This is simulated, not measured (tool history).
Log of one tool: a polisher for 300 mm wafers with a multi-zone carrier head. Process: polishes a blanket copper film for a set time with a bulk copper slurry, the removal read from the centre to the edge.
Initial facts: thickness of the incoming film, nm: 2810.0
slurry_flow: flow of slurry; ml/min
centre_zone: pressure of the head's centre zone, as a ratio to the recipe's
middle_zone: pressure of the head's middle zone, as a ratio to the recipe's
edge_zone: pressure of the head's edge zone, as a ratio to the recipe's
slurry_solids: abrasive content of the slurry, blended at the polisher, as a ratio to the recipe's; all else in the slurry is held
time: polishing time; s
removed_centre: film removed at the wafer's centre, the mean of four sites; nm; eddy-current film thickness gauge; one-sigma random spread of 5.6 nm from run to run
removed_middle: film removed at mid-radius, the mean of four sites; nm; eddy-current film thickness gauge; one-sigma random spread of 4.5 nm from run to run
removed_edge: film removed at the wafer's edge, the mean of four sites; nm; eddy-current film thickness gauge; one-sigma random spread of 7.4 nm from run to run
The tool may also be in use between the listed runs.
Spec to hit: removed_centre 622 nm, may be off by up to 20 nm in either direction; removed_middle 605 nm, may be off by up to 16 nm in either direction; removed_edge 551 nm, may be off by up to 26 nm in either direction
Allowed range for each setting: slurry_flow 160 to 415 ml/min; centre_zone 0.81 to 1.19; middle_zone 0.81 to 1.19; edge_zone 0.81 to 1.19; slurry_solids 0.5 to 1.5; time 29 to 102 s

{"run": 1, "hour": 0.0, "slurry_flow": 265, "centre_zone": 1, "middle_zone": 1, "edge_zone": 1, "slurry_solids": 1, "time": 65, "removed_centre": 685.5, "removed_middle": 705.18, "removed_edge": 670.66}
{"run": 2, "hour": 6.5, "slurry_flow": 265, "centre_zone": 1, "middle_zone": 0.99, "edge_zone": 0.98, "slurry_solids": 0.95, "time": 65, "removed_centre": 681.32, "removed_middle": 677.85, "removed_edge": 667.07}
{"run": 3, "hour": 7.8, "slurry_flow": 265, "centre_zone": 1.01, "middle_zone": 1, "edge_zone": 0.96, "slurry_solids": 0.9, "time": 64, "removed_centre": 653.48, "removed_middle": 667.28, "removed_edge": 618.99}
{"run": 4, "hour": 14.8, "slurry_flow": 265, "centre_zone": 1.01, "middle_zone": 1, "edge_zone": 0.96, "slurry_solids": 1, "time": 64, "removed_centre": 670.52, "removed_middle": 694.57, "removed_edge": 644.58}
{"run": 5, "hour": 20.3, "slurry_flow": 240, "centre_zone": 1.01, "middle_zone": 1, "edge_zone": 0.96, "slurry_solids": 1, "time": 64, "removed_centre": 673.11, "removed_middle": 681.31, "removed_edge": 648.72}
{"run": 6, "hour": 25.1, "slurry_flow": 245, "centre_zone": 1.01, "middle_zone": 1, "edge_zone": 0.95, "slurry_solids": 0.95, "time": 64, "removed_centre": 668.1, "removed_middle": 675.88, "removed_edge": 643.7}
{"run": 7, "hour": 31.8, "slurry_flow": 255, "centre_zone": 1.01, "middle_zone": 1, "edge_zone": 0.94, "slurry_solids": 0.9, "time": 64, "removed_centre": 663.18, "removed_middle": 677.03, "removed_edge": 620.1}
{"run": 8, "hour": 37.7, "slurry_flow": 255, "centre_zone": 1.01, "middle_zone": 0.99, "edge_zone": 0.93, "slurry_solids": 0.85, "time": 64, "removed_centre": 644.16, "removed_middle": 650.4, "removed_edge": 597.77}
{"run": 9, "hour": 44.8, "slurry_flow": 255, "centre_zone": 1.01, "middle_zone": 0.98, "edge_zone": 0.92, "slurry_solids": 0.85, "time": 64, "removed_centre": 653.9, "removed_middle": 656.79, "removed_edge": 598.25}
{"run": 10, "hour": 47.1, "slurry_flow": 255, "centre_zone": 1.01, "middle_zone": 0.97, "edge_zone": 0.91, "slurry_solids": 0.85, "time": 64, "removed_centre": 653.71, "removed_middle": 658.47, "removed_edge": 600.5}
{"run": 11, "hour": 55.4, "slurry_flow": 255, "centre_zone": 1.01, "middle_zone": 0.96, "edge_zone": 0.91, "slurry_solids": 0.85, "time": 64, "removed_centre": 651.64, "removed_middle": 641.13, "removed_edge": 608.73}
{"run": 12, "hour": 57.4, "slurry_flow": 255, "centre_zone": 1.01, "middle_zone": 0.96, "edge_zone": 0.9, "slurry_solids": 0.85, "time": 64, "removed_centre": 653.95, "removed_middle": 643.4, "removed_edge": 598.23}
{"run": 13, "hour": 60.5, "slurry_flow": 255, "centre_zone": 1.01, "middle_zone": 0.96, "edge_zone": 0.9, "slurry_solids": 0.85, "time": 64, "removed_centre": 648.6, "removed_middle": 650.63, "removed_edge": 597.18}
{"run": 14, "hour": 69.1, "slurry_flow": 255, "centre_zone": 1.01, "middle_zone": 0.95, "edge_zone": 0.89, "slurry_solids": 0.85, "time": 64, "removed_centre": 658.02, "removed_middle": 632.45, "removed_edge": 589.3}
{"run": 15, "hour": 70.3, "slurry_flow": 255, "centre_zone": 1.01, "middle_zone": 0.95, "edge_zone": 0.88, "slurry_solids": 0.85, "time": 64, "removed_centre": 647.51, "removed_middle": 642.79, "removed_edge": 594.76}

Pick the move, out of 4, that brings all results within their allowed miss; only one does.
{"run": "A", "hour": 71.5, "slurry_flow": 365, "centre_zone": 1.02, "middle_zone": 0.94, "edge_zone": 0.86, "slurry_solids": 0.8, "time": 59, "removed_centre": "?", "removed_middle": "?", "removed_edge": "?"}
{"run": "B", "hour": 71.5, "slurry_flow": 215, "centre_zone": 1.01, "middle_zone": 0.86, "edge_zone": 0.81, "slurry_solids": 0.7, "time": 65, "removed_centre": "?", "removed_middle": "?", "removed_edge": "?"}
{"run": "C", "hour": 71.5, "slurry_flow": 225, "centre_zone": 1, "middle_zone": 0.89, "edge_zone": 0.99, "slurry_solids": 0.85, "time": 62, "removed_centre": "?", "removed_middle": "?", "removed_edge": "?"}
{"run": "D", "hour": 71.5, "slurry_flow": 265, "centre_zone": 0.92, "middle_zone": 0.9, "edge_zone": 0.91, "slurry_solids": 0.75, "time": 72, "removed_centre": "?", "removed_middle": "?", "removed_edge": "?"}

move=A removed_centre=625.69 removed_middle=600.53 removed_edge=565.74
move=B removed_centre=624.93 removed_middle=574.04 removed_edge=568
move=C removed_centre=614.32 removed_middle=582.68 removed_edge=616.47
move=D removed_centre=657.22 removed_middle=682 removed_edge=684.24
A: in spec on every target
B: moves the result that the last run missed by most past its target, out the other side
C: moves the result that the last run missed by most past its target, out the other side
D: the biggest miss grows against the last run
Answer: A

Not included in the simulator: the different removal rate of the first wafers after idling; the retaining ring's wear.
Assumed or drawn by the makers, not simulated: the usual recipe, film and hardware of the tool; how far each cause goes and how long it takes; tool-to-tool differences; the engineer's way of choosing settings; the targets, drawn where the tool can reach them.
